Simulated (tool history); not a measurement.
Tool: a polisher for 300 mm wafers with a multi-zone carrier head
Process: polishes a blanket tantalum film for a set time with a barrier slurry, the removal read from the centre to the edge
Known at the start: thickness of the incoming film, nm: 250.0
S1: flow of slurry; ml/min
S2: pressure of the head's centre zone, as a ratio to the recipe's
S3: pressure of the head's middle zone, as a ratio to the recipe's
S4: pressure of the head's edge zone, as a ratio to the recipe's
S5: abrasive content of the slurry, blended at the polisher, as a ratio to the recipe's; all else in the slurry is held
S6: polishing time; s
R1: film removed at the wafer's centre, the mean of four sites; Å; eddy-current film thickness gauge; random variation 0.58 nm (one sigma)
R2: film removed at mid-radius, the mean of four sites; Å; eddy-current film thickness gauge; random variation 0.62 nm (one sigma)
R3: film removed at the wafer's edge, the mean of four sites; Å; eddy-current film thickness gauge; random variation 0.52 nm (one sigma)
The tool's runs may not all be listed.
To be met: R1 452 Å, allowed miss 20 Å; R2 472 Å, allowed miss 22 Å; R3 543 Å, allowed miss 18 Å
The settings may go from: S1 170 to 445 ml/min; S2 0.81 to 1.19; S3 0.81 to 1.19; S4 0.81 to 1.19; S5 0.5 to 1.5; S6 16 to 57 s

| run | hour | S1 | S2 | S3 | S4 | S5 | S6 | R1 | R2 | R3 |
|---|---|---|---|---|---|---|---|---|---|---|
| 1 | 0 | 285 | 1 | 1 | 1 | 1 | 36 | 505.94 | 524.27 | 531.11 |
| 2 | 2.7 | 285 | 1 | 1 | 0.97 | 1 | 36 | 509.47 | 518.48 | 532.2 |
| 3 | 5.9 | 285 | 1.08 | 1 | 0.97 | 1 | 36 | 547.28 | 518.95 | 524.2 |
| 4 | 9.4 | 280 | 1.05 | 0.98 | 0.98 | 1 | 36 | 533.96 | 499.72 | 527.72 |
|  | 17.4 | slurry nozzle cleaned |
| 5 | 17.4 | 280 | 1.05 | 1.03 | 0.98 | 1 | 36 | 581.18 | 566.14 | 561.41 |
| 6 | 22.1 | 275 | 1.03 | 1.01 | 1.01 | 1 | 36 | 572.39 | 548.94 | 563.95 |
| 7 | 26.7 | 280 | 1.01 | 0.99 | 1.02 | 1 | 36 | 554.19 | 546.65 | 560.13 |
| 8 | 32.7 | 275 | 0.99 | 0.97 | 1.03 | 1 | 36 | 535.91 | 543.75 | 575.98 |
| 9 | 41.3 | 280 | 0.98 | 0.95 | 1.03 | 1 | 36 | 533.1 | 534.96 | 575.38 |
| 10 | 49.3 | 280 | 0.97 | 0.94 | 1.02 | 1 | 36 | 549.72 | 532.44 | 564.51 |
| 11 | 51 | 265 | 0.94 | 0.93 | 1.04 | 0.9 | 36 | 499.56 | 503.74 | 547.53 |
| 12 | 53.3 | 265 | 0.94 | 0.93 | 1.04 | 0.9 | 36 | 501.96 | 497.07 | 557.88 |
| 13 | 57.7 | 260 | 0.93 | 0.93 | 1.04 | 0.9 | 36 | 497.95 | 504.22 | 547.57 |
| 14 | 62.5 | 265 | 0.91 | 0.92 | 1.04 | 0.9 | 36 | 482.64 | 492.69 | 546.05 |
| 15 | 68.6 | 265 | 0.9 | 0.91 | 1.04 | 0.9 | 36 | 474.54 | 496.64 | 550.2 |
| 16 | 71.1 | 265 | 0.89 | 0.9 | 1.04 | 0.9 | 36 | 479.31 | 490.91 | 542.84 |

5 next moves are on the table. One of them brings every result within its allowed miss. Which?
| A | 73.6 | 265 | 0.82 | 1.05 | 0.97 | 1.05 | 32 | ? | ? | ? |
| B | 73.6 | 270 | 0.82 | 1.04 | 1.01 | 0.65 | 36 | ? | ? | ? |
| C | 73.6 | 280 | 0.84 | 0.85 | 0.98 | 1.05 | 35 | ? | ? | ? |
| D | 73.6 | 170 | 0.83 | 0.9 | 1.07 | 0.75 | 38 | ? | ? | ? |
| E | 73.6 | 270 | 0.86 | 0.88 | 0.84 | 0.75 | 37 | ? | ? | ? |

| move | R1 | R2 | R3 |
|---|---|---|---|
| A | 401.14 | 515.52 | 499.47 |
| B | 409.61 | 522.02 | 516.67 |
| C | 452.18 | 475.53 | 552.35 |
| D | 414.62 | 466.89 | 543.72 |
| E | 454.73 | 480.68 | 517 |
A: takes the result that was furthest off past its target
B: takes the result that was furthest off past its target
C: meets every target
D: takes the result that was furthest off past its target
E: brings the result that was furthest off to its target, and leaves another outside
The right move is C.
